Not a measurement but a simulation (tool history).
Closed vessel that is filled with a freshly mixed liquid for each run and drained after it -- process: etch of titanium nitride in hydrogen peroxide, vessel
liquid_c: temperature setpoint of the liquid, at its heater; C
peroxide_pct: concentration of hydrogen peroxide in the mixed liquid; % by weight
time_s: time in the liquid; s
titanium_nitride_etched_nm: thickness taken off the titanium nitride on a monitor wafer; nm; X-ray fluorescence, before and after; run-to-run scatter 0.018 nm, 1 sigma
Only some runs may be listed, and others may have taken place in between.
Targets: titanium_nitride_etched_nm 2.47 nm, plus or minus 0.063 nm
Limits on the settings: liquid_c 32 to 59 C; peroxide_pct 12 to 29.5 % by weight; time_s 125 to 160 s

run,hour,liquid_c,peroxide_pct,time_s,titanium_nitride_etched_nm
1,0,43,20,160,5.4317
2,5.2,41.5,20,160,4.8494
3,13,41.5,20,160,4.9529
4,16.9,40,20,160,4.3429
5,25.7,45,20,160,6.3342
6,32.5,48.5,20,160,8.2927
7,39.2,46,20,160,6.9096
8,46.8,44,20,160,5.9227
9,48.4,42,20,160,5.0784
10,57.1,40.5,20,160,4.5699
11,65,39,20,160,4.0555
12,67.5,38,20,160,3.7164
# hour 69.4: thermometer replaced
13,69.4,37,20,160,3.8651
14,71.4,32,15,125,1.942
15,75.7,32.5,15,125,1.9985
16,80.3,33,15,125,2.0664
17,82,33.5,15,125,2.2002
18,88.8,34.5,15,125,2.328

Exercise: of the 5 proposed moves below, exactly one satisfies all targets within the stated allowed misses. Which move is it?
A,95.6,32.5,12,160,?
B,95.6,33,15,125,?
C,95.6,32.5,18,140,?
D,95.6,34,14.5,125,?
E,95.6,33,12,140,?

move,titanium_nitride_etched_nm
A,2.4376
B,2.0775
C,2.3228
D,2.235
E,2.2206
A: every result within its allowed miss
B: further off than the last run
C: about the same distance from the targets as the last run
D: further off than the last run
E: further off than the last run
So the answer is move A, the one that meets all the targets.
